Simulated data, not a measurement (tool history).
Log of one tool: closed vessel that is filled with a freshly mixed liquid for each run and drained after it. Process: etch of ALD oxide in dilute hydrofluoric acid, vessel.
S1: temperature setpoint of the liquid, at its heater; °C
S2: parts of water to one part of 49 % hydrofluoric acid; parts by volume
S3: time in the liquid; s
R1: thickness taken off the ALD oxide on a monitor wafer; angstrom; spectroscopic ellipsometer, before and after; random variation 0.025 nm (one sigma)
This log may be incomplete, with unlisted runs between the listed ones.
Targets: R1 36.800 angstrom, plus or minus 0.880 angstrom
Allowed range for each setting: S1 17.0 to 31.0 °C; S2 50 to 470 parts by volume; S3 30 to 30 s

run 1 day=0.000 | S1=23.0 S2=260 S3=30 | R1=25.046
run 2 day=0.233 | S1=23.0 S2=320 S3=30 | R1=19.348
run 3 day=0.479 | S1=23.0 S2=370 S3=30 | R1=15.717
run 4 day=0.538 | S1=23.0 S2=440 S3=30 | R1=12.478
run 5 day=0.629 | S1=26.0 S2=440 S3=30 | R1=13.610
run 6 day=0.833 | S1=26.5 S2=410 S3=30 | R1=15.422
-- day=1.171 thermometer replaced
run 7 day=1.171 | S1=27.0 S2=380 S3=30 | R1=16.055
run 8 day=1.354 | S1=27.0 S2=345 S3=30 | R1=18.213
run 9 day=1.521 | S1=27.0 S2=315 S3=30 | R1=20.657
run 10 day=1.779 | S1=27.5 S2=290 S3=30 | R1=23.490
run 11 day=2.058 | S1=28.0 S2=275 S3=30 | R1=25.282
run 12 day=2.217 | S1=31.0 S2=200 S3=30 | R1=42.842

Which one of the following 5 next-run settings gets every result inside its allowed miss? There is exactly one.
run A day=2.375 | S1=29.5 S2=215 S3=30 | R1=?
run B day=2.375 | S1=31.0 S2=180 S3=30 | R1=?
run C day=2.375 | S1=31.0 S2=215 S3=30 | R1=?
run D day=2.375 | S1=30.5 S2=180 S3=30 | R1=?
run E day=2.375 | S1=31.0 S2=170 S3=30 | R1=?

move=A R1=36.422
move=B R1=47.846
move=C R1=38.332
move=D R1=47.021
move=E R1=51.321
A: hits every target within its allowed miss
B: further off than the last run
C: gains on the last run, yet a result remains outside its allowed miss
D: further off than the last run
E: further off than the last run
Move A is the one to make.
